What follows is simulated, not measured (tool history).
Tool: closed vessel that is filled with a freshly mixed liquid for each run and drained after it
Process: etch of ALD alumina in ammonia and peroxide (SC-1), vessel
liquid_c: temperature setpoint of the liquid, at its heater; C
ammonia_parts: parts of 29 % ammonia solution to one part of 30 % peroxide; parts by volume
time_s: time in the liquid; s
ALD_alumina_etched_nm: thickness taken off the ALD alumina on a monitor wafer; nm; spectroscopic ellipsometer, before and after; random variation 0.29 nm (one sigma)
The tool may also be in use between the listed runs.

| run | day | liquid_c | ammonia_parts | time_s | ALD_alumina_etched_nm |
|---|---|---|---|---|---|
| 1 | 0 | 56 | 0.95 | 500 | 25.891 |
| 2 | 0.125 | 56.5 | 0.95 | 500 | 26.523 |
| 3 | 0.296 | 56.5 | 0.95 | 500 | 26.77 |
| 4 | 0.412 | 57 | 0.95 | 500 | 27.173 |
| 5 | 0.712 | 57 | 0.95 | 540 | 29.63 |
| 6 | 0.892 | 57 | 0.95 | 500 | 27.033 |

Run 7 comes next. What will it give?
| 7 | 0.971 | 57.5 | 0.95 | 500 | ? |

{"run 7": {"ALD_alumina_etched_nm": 28.071}}
